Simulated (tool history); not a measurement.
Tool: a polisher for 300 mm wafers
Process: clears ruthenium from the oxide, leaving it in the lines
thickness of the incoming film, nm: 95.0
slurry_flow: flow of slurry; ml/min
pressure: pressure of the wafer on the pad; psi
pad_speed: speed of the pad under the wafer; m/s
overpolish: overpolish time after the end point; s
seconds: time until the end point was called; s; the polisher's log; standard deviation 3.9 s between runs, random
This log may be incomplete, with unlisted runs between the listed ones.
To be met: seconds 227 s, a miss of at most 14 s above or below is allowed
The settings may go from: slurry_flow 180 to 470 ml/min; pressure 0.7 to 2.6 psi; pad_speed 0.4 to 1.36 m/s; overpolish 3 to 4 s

run  hour  slurry_flow  pressure  pad_speed  overpolish  seconds
  1     0          300       1.6       0.88           4   111.06
  2   5.3          300       1.4       0.84           4   133.88
  3   8.2          330       1.4       0.84           4   132.38
  4   9.6          330       1.2       0.82           4   161.65
  5  11.9          385       1.2       0.82           4   153.52
  6  15.1          385       1.1       0.82           4   168.58
  7  17.2          385         1       0.82           4   176.08
  8  24.9          385       0.9        0.8           4   208.35
  9  31.4          380       0.9        0.8           4   211.28
 10    39          375       0.9        0.8           4   205.84

Exactly one of the 4 candidate moves below puts every result within its allowed miss. Which one?
  A  46.6          385       0.9       0.72           4        ?
  B  46.6          385       0.8       0.74           3        ?
  C  46.6          385       1.3       0.44           3        ?
  D  46.6          400       0.8       0.98           3        ?

move  seconds
   A   234.88
   B   255.69
   C    264.3
   D   194.25
A: hits every target within its allowed miss
B: moves the result that the last run missed by most past its target, out the other side
C: moves the result that the last run missed by most past its target, out the other side
D: further off than the last run
So the answer is move A, the one that meets all the targets.
